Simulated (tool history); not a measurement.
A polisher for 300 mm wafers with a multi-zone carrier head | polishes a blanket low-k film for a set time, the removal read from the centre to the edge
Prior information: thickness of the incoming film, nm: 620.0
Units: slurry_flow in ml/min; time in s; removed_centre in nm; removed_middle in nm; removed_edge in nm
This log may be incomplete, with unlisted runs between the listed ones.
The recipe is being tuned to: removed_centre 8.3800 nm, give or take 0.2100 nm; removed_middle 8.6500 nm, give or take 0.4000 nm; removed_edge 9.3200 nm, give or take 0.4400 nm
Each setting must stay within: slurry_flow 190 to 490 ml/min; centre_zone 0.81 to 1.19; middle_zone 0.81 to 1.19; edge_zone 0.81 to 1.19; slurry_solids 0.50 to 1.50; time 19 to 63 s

run 1 day=0.000 | slurry_flow=315 centre_zone=1.00 middle_zone=1.00 edge_zone=1.00 slurry_solids=1.00 time=41 | removed_centre=19.6170 removed_middle=19.1990 removed_edge=19.7700
run 2 day=0.179 | slurry_flow=310 centre_zone=0.96 middle_zone=0.97 edge_zone=0.97 slurry_solids=0.90 time=36 | removed_centre=15.4600 removed_middle=15.7650 removed_edge=16.4260
run 3 day=0.321 | slurry_flow=280 centre_zone=0.96 middle_zone=0.97 edge_zone=0.97 slurry_solids=0.90 time=36 | removed_centre=15.2560 removed_middle=15.1550 removed_edge=16.2340
run 4 day=0.388 | slurry_flow=280 centre_zone=0.95 middle_zone=0.96 edge_zone=0.94 slurry_solids=0.80 time=33 | removed_centre=12.6200 removed_middle=12.4990 removed_edge=13.5480
run 5 day=0.483 | slurry_flow=280 centre_zone=0.95 middle_zone=0.96 edge_zone=0.94 slurry_solids=0.80 time=27 | removed_centre=10.4420 removed_middle=10.3460 removed_edge=10.8750
run 6 day=0.771 | slurry_flow=275 centre_zone=0.93 middle_zone=0.95 edge_zone=0.92 slurry_solids=0.75 time=27 | removed_centre=9.7312 removed_middle=9.4917 removed_edge=10.1570
run 7 day=0.950 | slurry_flow=270 centre_zone=0.91 middle_zone=0.95 edge_zone=0.91 slurry_solids=0.75 time=27 | removed_centre=9.5071 removed_middle=9.7139 removed_edge=10.1160
run 8 day=1.108 | slurry_flow=265 centre_zone=0.84 middle_zone=0.85 edge_zone=0.86 slurry_solids=0.60 time=27 | removed_centre=7.2536 removed_middle=7.5728 removed_edge=8.3662
run 9 day=1.154 | slurry_flow=285 centre_zone=0.85 middle_zone=0.87 edge_zone=0.87 slurry_solids=0.60 time=27 | removed_centre=7.5049 removed_middle=7.5952 removed_edge=8.5347
run 10 day=1.479 | slurry_flow=285 centre_zone=0.86 middle_zone=0.90 edge_zone=0.89 slurry_solids=0.60 time=27 | removed_centre=7.5703 removed_middle=7.9113 removed_edge=8.7447
run 11 day=1.692 | slurry_flow=335 centre_zone=0.94 middle_zone=0.96 edge_zone=0.94 slurry_solids=0.65 time=27 | removed_centre=9.0419 removed_middle=9.0700 removed_edge=9.7257
run 12 day=1.725 | slurry_flow=335 centre_zone=0.93 middle_zone=0.95 edge_zone=0.93 slurry_solids=0.65 time=27 | removed_centre=8.9199 removed_middle=8.9808 removed_edge=9.5170
run 13 day=2.083 | slurry_flow=335 centre_zone=0.92 middle_zone=0.94 edge_zone=0.93 slurry_solids=0.65 time=27 | removed_centre=8.9347 removed_middle=8.7554 removed_edge=9.6919
-- day=2.138 slurry nozzle cleaned
run 14 day=2.138 | slurry_flow=335 centre_zone=0.91 middle_zone=0.94 edge_zone=0.92 slurry_solids=0.65 time=27 | removed_centre=8.9805 removed_middle=9.1032 removed_edge=9.8141
run 15 day=2.296 | slurry_flow=305 centre_zone=0.88 middle_zone=0.91 edge_zone=0.89 slurry_solids=0.55 time=27 | removed_centre=7.4519 removed_middle=7.4888 removed_edge=8.2297
run 16 day=2.571 | slurry_flow=325 centre_zone=0.89 middle_zone=0.93 edge_zone=0.91 slurry_solids=0.55 time=27 | removed_centre=7.5412 removed_middle=8.0184 removed_edge=8.3523
run 17 day=2.812 | slurry_flow=340 centre_zone=0.90 middle_zone=0.93 edge_zone=0.93 slurry_solids=0.55 time=27 | removed_centre=7.6582 removed_middle=7.7693 removed_edge=8.4493
run 18 day=2.858 | slurry_flow=360 centre_zone=0.90 middle_zone=0.94 edge_zone=0.93 slurry_solids=0.55 time=27 | removed_centre=7.7901 removed_middle=7.7922 removed_edge=8.2179
run 19 day=3.108 | slurry_flow=325 centre_zone=0.91 middle_zone=0.95 edge_zone=0.93 slurry_solids=0.55 time=27 | removed_centre=7.8417 removed_middle=7.9076 removed_edge=8.2863
run 20 day=3.450 | slurry_flow=350 centre_zone=0.91 middle_zone=0.95 edge_zone=0.93 slurry_solids=0.55 time=27 | removed_centre=7.8175 removed_middle=7.9812 removed_edge=8.5601

Consider the 5 candidate settings below. Which is the only one whose results all fall within their allowed miss of target?
run A day=3.792 | slurry_flow=370 centre_zone=0.85 middle_zone=0.94 edge_zone=0.97 slurry_solids=0.50 time=32 | removed_centre=? removed_middle=? removed_edge=?
run B day=3.792 | slurry_flow=365 centre_zone=0.97 middle_zone=1.02 edge_zone=0.97 slurry_solids=0.50 time=28 | removed_centre=? removed_middle=? removed_edge=?
run C day=3.792 | slurry_flow=370 centre_zone=0.90 middle_zone=0.95 edge_zone=0.96 slurry_solids=0.65 time=25 | removed_centre=? removed_middle=? removed_edge=?
run D day=3.792 | slurry_flow=350 centre_zone=0.82 middle_zone=0.92 edge_zone=0.91 slurry_solids=0.55 time=30 | removed_centre=? removed_middle=? removed_edge=?
run E day=3.792 | slurry_flow=350 centre_zone=0.85 middle_zone=0.85 edge_zone=1.01 slurry_solids=0.50 time=32 | removed_centre=? removed_middle=? removed_edge=?

move=A removed_centre=7.9116 removed_middle=8.4730 removed_edge=9.3413
move=B removed_centre=7.8666 removed_middle=7.9272 removed_edge=8.1576
move=C removed_centre=8.4259 removed_middle=8.6091 removed_edge=9.3625
move=D removed_centre=7.8775 removed_middle=8.5881 removed_edge=9.3664
move=E removed_centre=7.8646 removed_middle=7.7568 removed_edge=9.5005
A: moves toward the targets from the last run without getting all of them in spec
B: just as far off the targets as the last run
C: meets every target
D: moves toward the targets from the last run without getting all of them in spec
E: moves toward the targets from the last run without getting all of them in spec
The move that meets every target is C.

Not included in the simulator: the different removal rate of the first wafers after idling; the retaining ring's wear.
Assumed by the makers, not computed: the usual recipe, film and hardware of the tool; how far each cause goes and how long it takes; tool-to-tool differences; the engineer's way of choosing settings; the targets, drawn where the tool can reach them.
